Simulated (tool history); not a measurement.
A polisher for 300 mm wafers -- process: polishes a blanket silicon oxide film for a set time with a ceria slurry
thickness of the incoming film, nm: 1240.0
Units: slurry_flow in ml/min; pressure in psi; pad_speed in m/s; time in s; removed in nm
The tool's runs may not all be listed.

run,hour,slurry_flow,pressure,pad_speed,time,removed
1,0,225,2.6,1.12,65,304.02
2,4,225,3.2,1.12,65,373.73
3,6,225,2.7,1.1,65,313.89
4,8.7,225,2.3,1.08,65,259.97
5,12.2,225,2.1,1.08,65,240.38
6,14.1,225,1.9,1.08,65,219.4
7,20.3,225,1.8,1.08,65,207.18

For run 8, what comes out?
8,29.3,225,1.7,1.08,65,?

removed: 195.67 nm
